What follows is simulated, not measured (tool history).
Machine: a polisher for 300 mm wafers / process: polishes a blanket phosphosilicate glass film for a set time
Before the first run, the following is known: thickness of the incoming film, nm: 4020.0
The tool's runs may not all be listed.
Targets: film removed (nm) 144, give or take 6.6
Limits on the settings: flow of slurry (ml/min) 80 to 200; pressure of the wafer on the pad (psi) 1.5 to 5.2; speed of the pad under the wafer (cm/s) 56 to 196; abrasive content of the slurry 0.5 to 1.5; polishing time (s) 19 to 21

| run | hour | flow of slurry (ml/min) | pressure of the wafer on the pad (psi) | speed of the pad under the wafer (cm/s) | abrasive content of the slurry | polishing time (s) | film removed (nm) |
|---|---|---|---|---|---|---|---|
| 1 | 0 | 130 | 3.3 | 126 | 1 | 21 | 232.7 |
| 2 | 0.8 | 130 | 3.1 | 126 | 1 | 21 | 230.5 |
| 3 | 8.8 | 130 | 2.9 | 124 | 1 | 21 | 208.75 |
| 4 | 12.6 | 130 | 3.4 | 124 | 1 | 21 | 234.43 |
| 5 | 16.4 | 130 | 2.7 | 124 | 1 | 21 | 201.39 |
| 6 | 22.8 | 130 | 2.5 | 124 | 1 | 21 | 196.84 |
| 7 | 30.3 | 130 | 2.4 | 122 | 1 | 21 | 187.15 |
| 8 | 33.6 | 130 | 2.3 | 122 | 1 | 21 | 179.76 |
| 9 | 36.6 | 130 | 2.2 | 122 | 1 | 21 | 171.69 |

5 candidate next runs follow, results not yet known. Just one meets every target within its allowed miss. Identify it.
| A | 39.6 | 150 | 1.7 | 134 | 0.75 | 21 | ? |
| B | 39.6 | 100 | 1.8 | 114 | 1.1 | 19 | ? |
| C | 39.6 | 140 | 2 | 120 | 0.7 | 19 | ? |
| D | 39.6 | 110 | 3.1 | 122 | 1.1 | 21 | ? |
| E | 39.6 | 135 | 2.5 | 132 | 1.15 | 20 | ? |

| move | film removed (nm) |
|---|---|
| A | 147.92 |
| B | 135.73 |
| C | 128.89 |
| D | 221.23 |
| E | 207.29 |
A: every result within its allowed miss
B: carries the result that was furthest off beyond its target, to the other side
C: carries the result that was furthest off beyond its target, to the other side
D: its largest miss is bigger than the last run's
E: its largest miss is bigger than the last run's
The move that meets every target is A.
